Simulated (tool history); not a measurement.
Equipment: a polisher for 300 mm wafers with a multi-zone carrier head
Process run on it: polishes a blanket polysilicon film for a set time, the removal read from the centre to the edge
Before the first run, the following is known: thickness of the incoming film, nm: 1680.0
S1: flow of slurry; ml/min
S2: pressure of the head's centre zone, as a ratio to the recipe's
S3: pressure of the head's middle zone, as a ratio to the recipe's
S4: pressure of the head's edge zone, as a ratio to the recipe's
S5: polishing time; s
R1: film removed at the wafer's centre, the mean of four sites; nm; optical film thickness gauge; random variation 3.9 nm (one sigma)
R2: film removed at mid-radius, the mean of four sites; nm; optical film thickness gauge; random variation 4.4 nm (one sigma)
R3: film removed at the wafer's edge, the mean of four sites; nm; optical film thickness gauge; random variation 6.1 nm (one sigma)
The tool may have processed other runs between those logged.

{"run": 1, "hour": 0.0, "S1": 200, "S2": 1, "S3": 1, "S4": 1, "S5": 54, "R1": 684.33, "R2": 658.98, "R3": 697.91}
{"run": 2, "hour": 3.6, "S1": 180, "S2": 1, "S3": 1, "S4": 1, "S5": 54, "R1": 682.3, "R2": 668.92, "R3": 698.09}
{"run": 3, "hour": 8.1, "S1": 195, "S2": 1, "S3": 1, "S4": 1, "S5": 54, "R1": 697.89, "R2": 673.27, "R3": 682.27}
{"run": 4, "hour": 11.5, "S1": 215, "S2": 0.96, "S3": 0.97, "S4": 0.96, "S5": 49, "R1": 606.51, "R2": 596.29, "R3": 616.81}
{"run": 5, "hour": 17.7, "S1": 215, "S2": 0.96, "S3": 1.03, "S4": 0.96, "S5": 49, "R1": 609.48, "R2": 634.26, "R3": 607.68}
{"run": 6, "hour": 25.0, "S1": 215, "S2": 0.96, "S3": 1.03, "S4": 0.96, "S5": 42, "R1": 518.37, "R2": 538.87, "R3": 516.13}

Forecast run 7:
{"run": 7, "hour": 29.1, "S1": 210, "S2": 0.96, "S3": 1, "S4": 0.94, "S5": 41, "R1": "?", "R2": "?", "R3": "?"}

R1: 500.83 nm
R2: 513.6 nm
R3: 499.47 nm
